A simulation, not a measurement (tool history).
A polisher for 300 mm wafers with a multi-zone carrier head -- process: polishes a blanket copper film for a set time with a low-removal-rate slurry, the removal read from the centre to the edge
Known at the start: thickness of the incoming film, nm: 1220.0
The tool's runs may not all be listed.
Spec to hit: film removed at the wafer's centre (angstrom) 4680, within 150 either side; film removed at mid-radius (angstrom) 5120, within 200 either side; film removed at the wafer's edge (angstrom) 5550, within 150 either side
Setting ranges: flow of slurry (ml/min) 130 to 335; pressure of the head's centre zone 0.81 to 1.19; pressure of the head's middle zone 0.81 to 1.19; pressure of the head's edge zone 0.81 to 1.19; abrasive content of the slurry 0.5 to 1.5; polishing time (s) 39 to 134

run  hour  flow of slurry (ml/min)  pressure of the head's centre zone  pressure of the head's middle zone  pressure of the head's edge zone  abrasive content of the slurry  polishing time (s)  film removed at the wafer's centre (angstrom)  film removed at mid-radius (angstrom)  film removed at the wafer's edge (angstrom)
  1     0                      215                                   1                                   1                                 1                               1                  86                                         4386.6                                 4533.2                                       4466.9
  2   3.6                      215                                   1                                   1                              0.93                               1                  86                                           4408                                 4610.2                                         4325
  3  10.7                      215                                   1                                   1                              0.99                               1                  86                                         4423.7                                 4594.4                                       4469.5
  4  14.6                      215                                1.05                                   1                              0.99                               1                  86                                         4633.1                                 4616.6                                       4498.6
  5  15.5                      215                                1.05                                   1                              0.99                               1                  95                                         5073.5                                 5065.3                                       4926.1
  6  19.9                      215                                1.12                                   1                              0.99                               1                  95                                         5325.4                                 5075.4                                       4910.8
  7  26.3                      215                                1.12                                   1                              0.99                               1                  95                                         5326.7                                 5057.2                                       4923.2
  8  28.9                      210                                1.07                                   1                              1.03                               1                  95                                         5171.2                                 4942.9                                         4985
  9    36                      215                                1.02                                1.01                              1.06                            1.05                  95                                         5082.4                                 5265.5                                       5165.4
 10    39                      210                                0.99                                   1                              1.09                            1.05                  95                                         4842.7                                 5056.5                                       5195.5
 11    42                      210                                0.97                                   1                              1.11                            1.05                  95                                         4727.1                                 5091.5                                       5296.8
 12  45.3                      210                                0.97                                   1                              1.11                            1.05                  95                                         4844.6                                 5053.8                                       5246.4
 13  49.2                      210                                0.95                                   1                              1.13                            1.05                  95                                         4706.8                                 5117.8                                       5306.5
 14  55.5                      210                                0.94                                   1                              1.14                            1.05                  95                                         4716.8                                 5034.2                                       5343.5
 15  56.6                      210                                0.93                                   1                              1.15                            1.05                  95                                         4616.2                                 5214.7                                       5378.7
 16  65.1                      210                                0.93                                0.99                              1.16                            1.05                  95                                           4658                                 5071.6                                       5375.2

Next run, 5 choices. One meets every target within its allowed miss, the rest don't. Which?
  A  73.6                      130                                0.95                                   1                              1.15                             1.1                 104                                              ?                                      ?                                            ?
  B  73.6                      190                                   1                                1.09                              1.12                             0.9                  95                                              ?                                      ?                                            ?
  C  73.6                      165                                0.94                                0.85                              1.19                            1.15                  98                                              ?                                      ?                                            ?
  D  73.6                      235                                1.02                                1.02                              1.13                             1.2                  88                                              ?                                      ?                                            ?
  E  73.6                      210                                0.96                                1.02                              1.09                            0.95                 103                                              ?                                      ?                                            ?

move  film removed at the wafer's centre (angstrom)  film removed at mid-radius (angstrom)  film removed at the wafer's edge (angstrom)
   A                                         4618.5                                 4992.4                                       5479.3
   B                                         4658.5                                 5052.4                                       5046.8
   C                                           4633                                 4532.6                                       5524.4
   D                                         4790.1                                 4876.5                                       5073.4
   E                                           5020                                   5382                                       5518.4
A: all results in spec
B: further off than the last run
C: gets the furthest-off result to its target, but another result is out of tolerance
D: further off than the last run
E: gets the furthest-off result to its target, but another result is out of tolerance
A meets every target.

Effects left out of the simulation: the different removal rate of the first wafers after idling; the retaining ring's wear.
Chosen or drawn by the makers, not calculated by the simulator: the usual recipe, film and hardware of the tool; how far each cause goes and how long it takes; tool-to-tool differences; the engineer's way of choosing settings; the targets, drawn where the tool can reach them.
